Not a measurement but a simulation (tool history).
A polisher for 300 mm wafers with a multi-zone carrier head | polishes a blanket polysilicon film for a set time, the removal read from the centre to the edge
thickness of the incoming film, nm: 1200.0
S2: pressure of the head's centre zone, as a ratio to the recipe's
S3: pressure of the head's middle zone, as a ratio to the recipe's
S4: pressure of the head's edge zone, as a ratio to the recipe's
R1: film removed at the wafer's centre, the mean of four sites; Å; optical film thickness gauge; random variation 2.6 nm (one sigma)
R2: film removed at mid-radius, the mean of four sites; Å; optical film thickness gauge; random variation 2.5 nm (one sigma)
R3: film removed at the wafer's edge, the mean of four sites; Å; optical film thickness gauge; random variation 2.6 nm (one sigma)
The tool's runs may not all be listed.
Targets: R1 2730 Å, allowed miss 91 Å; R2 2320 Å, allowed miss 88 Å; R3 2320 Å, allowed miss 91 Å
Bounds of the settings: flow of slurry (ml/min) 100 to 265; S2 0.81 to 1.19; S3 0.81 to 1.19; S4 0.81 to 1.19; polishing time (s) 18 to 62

{"run": 1, "day": 0.0, "flow of slurry (ml/min)": 170, "S2": 1, "S3": 1, "S4": 1, "polishing time (s)": 40, "R1": 2116.7, "R2": 2055.5, "R3": 2124.4}
{"run": 2, "day": 0.175, "flow of slurry (ml/min)": 170, "S2": 1, "S3": 0.96, "S4": 1, "polishing time (s)": 40, "R1": 2124.1, "R2": 2013.1, "R3": 2128.6}
{"run": 3, "day": 0.204, "flow of slurry (ml/min)": 170, "S2": 1, "S3": 0.96, "S4": 1, "polishing time (s)": 32, "R1": 1695.1, "R2": 1621.5, "R3": 1682.7}
{"run": 4, "day": 0.279, "flow of slurry (ml/min)": 175, "S2": 1.02, "S3": 0.97, "S4": 1.01, "polishing time (s)": 33, "R1": 1781.3, "R2": 1695.6, "R3": 1751.8}
{"run": 5, "day": 0.354, "flow of slurry (ml/min)": 175, "S2": 1.02, "S3": 0.97, "S4": 1.06, "polishing time (s)": 33, "R1": 1811.1, "R2": 1718.3, "R3": 1801.6}
{"run": 6, "day": 0.496, "flow of slurry (ml/min)": 180, "S2": 1.04, "S3": 0.98, "S4": 1.07, "polishing time (s)": 34, "R1": 1850.3, "R2": 1772.9, "R3": 1888.5}
{"run": 7, "day": 0.558, "flow of slurry (ml/min)": 185, "S2": 1.06, "S3": 0.98, "S4": 1.05, "polishing time (s)": 35, "R1": 1993.1, "R2": 1853.3, "R3": 1952.2}
{"run": 8, "day": 0.938, "flow of slurry (ml/min)": 190, "S2": 1.07, "S3": 0.98, "S4": 1.04, "polishing time (s)": 35, "R1": 2022.3, "R2": 1850.3, "R3": 1916.9}
{"run": 9, "day": 1.288, "flow of slurry (ml/min)": 195, "S2": 1.08, "S3": 0.99, "S4": 1.04, "polishing time (s)": 36, "R1": 2057.1, "R2": 1929.9, "R3": 1959}
{"run": 10, "day": 1.546, "flow of slurry (ml/min)": 200, "S2": 1.09, "S3": 0.99, "S4": 1.04, "polishing time (s)": 37, "R1": 2219.3, "R2": 1949.2, "R3": 2039.5}
{"run": 11, "day": 1.6, "flow of slurry (ml/min)": 205, "S2": 1.1, "S3": 1, "S4": 1.05, "polishing time (s)": 37, "R1": 2204.5, "R2": 1994, "R3": 1996.1}
{"run": 12, "day": 1.775, "flow of slurry (ml/min)": 205, "S2": 1.11, "S3": 1, "S4": 1.06, "polishing time (s)": 38, "R1": 2271.2, "R2": 2052.3, "R3": 2118.5}
{"run": 13, "day": 2.079, "flow of slurry (ml/min)": 210, "S2": 1.12, "S3": 1, "S4": 1.06, "polishing time (s)": 38, "R1": 2290.9, "R2": 2052.6, "R3": 2106.3}
{"run": 14, "day": 2.304, "flow of slurry (ml/min)": 215, "S2": 1.13, "S3": 1, "S4": 1.06, "polishing time (s)": 38, "R1": 2358.4, "R2": 2062.7, "R3": 2065.7}
{"run": 15, "day": 2.671, "flow of slurry (ml/min)": 215, "S2": 1.14, "S3": 1, "S4": 1.07, "polishing time (s)": 38, "R1": 2426.5, "R2": 2083.2, "R3": 2114.2}
{"run": 16, "day": 3.021, "flow of slurry (ml/min)": 215, "S2": 1.15, "S3": 1, "S4": 1.08, "polishing time (s)": 38, "R1": 2447.3, "R2": 2075.2, "R3": 2148}
{"run": 17, "day": 3.175, "flow of slurry (ml/min)": 225, "S2": 1.17, "S3": 1.03, "S4": 1.1, "polishing time (s)": 39, "R1": 2553.8, "R2": 2160.1, "R3": 2203.8}
{"run": 18, "day": 3.425, "flow of slurry (ml/min)": 235, "S2": 1.18, "S3": 1.05, "S4": 1.11, "polishing time (s)": 40, "R1": 2621.1, "R2": 2229.7, "R3": 2311.2}

5 next moves are on the table. One of them brings every result within its allowed miss. Which?
{"run": "A", "day": 3.675, "flow of slurry (ml/min)": 250, "S2": 1.08, "S3": 1.14, "S4": 0.87, "polishing time (s)": 41, "R1": "?", "R2": "?", "R3": "?"}
{"run": "B", "day": 3.675, "flow of slurry (ml/min)": 235, "S2": 1.15, "S3": 1.08, "S4": 1.11, "polishing time (s)": 40, "R1": "?", "R2": "?", "R3": "?"}
{"run": "C", "day": 3.675, "flow of slurry (ml/min)": 265, "S2": 1.19, "S3": 1.18, "S4": 0.96, "polishing time (s)": 40, "R1": "?", "R2": "?", "R3": "?"}
{"run": "D", "day": 3.675, "flow of slurry (ml/min)": 235, "S2": 1.19, "S3": 1.03, "S4": 1.05, "polishing time (s)": 41, "R1": "?", "R2": "?", "R3": "?"}
{"run": "E", "day": 3.675, "flow of slurry (ml/min)": 250, "S2": 1, "S3": 1.07, "S4": 1.11, "polishing time (s)": 44, "R1": "?", "R2": "?", "R3": "?"}

move=A R1=2476.6 R2=2460 R3=2113.2
move=B R1=2551.2 R2=2298.9 R3=2304.9
move=C R1=2684.7 R2=2469.4 R3=2167.9
move=D R1=2705.8 R2=2286.9 R3=2298.7
move=E R1=2458.7 R2=2535.3 R3=2550.4
A: further off than the last run
B: further off than the last run
C: brings the result that was furthest off to its target, and leaves another outside
D: meets every target
E: further off than the last run
Move D is the one to make.
